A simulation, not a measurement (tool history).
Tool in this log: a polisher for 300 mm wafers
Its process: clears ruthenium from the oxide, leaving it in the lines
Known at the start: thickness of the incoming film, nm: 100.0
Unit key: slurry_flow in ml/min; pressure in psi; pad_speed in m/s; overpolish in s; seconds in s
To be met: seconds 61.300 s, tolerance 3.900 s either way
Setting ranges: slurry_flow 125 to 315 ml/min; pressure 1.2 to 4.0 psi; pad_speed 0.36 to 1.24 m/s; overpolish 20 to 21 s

Run 1, hour 0.0: slurry_flow 205 ml/min, pressure 2.6 psi, pad_speed 0.80 m/s, overpolish 20 s. Result: seconds 91.540 s.
Run 2, hour 7.4: slurry_flow 205 ml/min, pressure 2.9 psi, pad_speed 0.82 m/s, overpolish 20 s. Result: seconds 79.689 s.
Run 3, hour 12.2: slurry_flow 205 ml/min, pressure 3.1 psi, pad_speed 0.82 m/s, overpolish 20 s. Result: seconds 76.479 s.
Run 4, hour 17.2: slurry_flow 205 ml/min, pressure 3.1 psi, pad_speed 0.82 m/s, overpolish 21 s. Result: seconds 78.974 s.
Run 5, hour 18.9: slurry_flow 205 ml/min, pressure 3.1 psi, pad_speed 0.82 m/s, overpolish 20 s. Result: seconds 77.711 s.
Run 6, hour 20.5: slurry_flow 205 ml/min, pressure 3.3 psi, pad_speed 0.84 m/s, overpolish 20 s. Result: seconds 69.596 s.
Run 7, hour 28.7: slurry_flow 205 ml/min, pressure 3.4 psi, pad_speed 0.84 m/s, overpolish 20 s. Result: seconds 69.682 s.
Run 8, hour 30.1: slurry_flow 205 ml/min, pressure 3.5 psi, pad_speed 0.84 m/s, overpolish 20 s. Result: seconds 70.308 s.

5 next moves are on the table. One of them brings every result within its allowed miss. Which?
Run A, hour 31.5: slurry_flow 200 ml/min, pressure 3.7 psi, pad_speed 1.00 m/s, overpolish 21 s. Result: seconds ?.
Run B, hour 31.5: slurry_flow 220 ml/min, pressure 4.0 psi, pad_speed 1.00 m/s, overpolish 20 s. Result: seconds ?.
Run C, hour 31.5: slurry_flow 130 ml/min, pressure 2.8 psi, pad_speed 1.08 m/s, overpolish 20 s. Result: seconds ?.
Run D, hour 31.5: slurry_flow 215 ml/min, pressure 4.0 psi, pad_speed 0.92 m/s, overpolish 20 s. Result: seconds ?.
Run E, hour 31.5: slurry_flow 185 ml/min, pressure 3.6 psi, pad_speed 0.92 m/s, overpolish 21 s. Result: seconds ?.

move  seconds
   A   52.426
   B   48.399
   C   66.723
   D   52.491
   E   58.714
A: the result that was furthest off in the last run now lies on the other side of its target
B: the result that was furthest off in the last run now lies on the other side of its target
C: closes in on the targets versus the last run, not all within tolerance yet
D: the result that was furthest off in the last run now lies on the other side of its target
E: every result lands within tolerance
Go with E: it meets all targets.
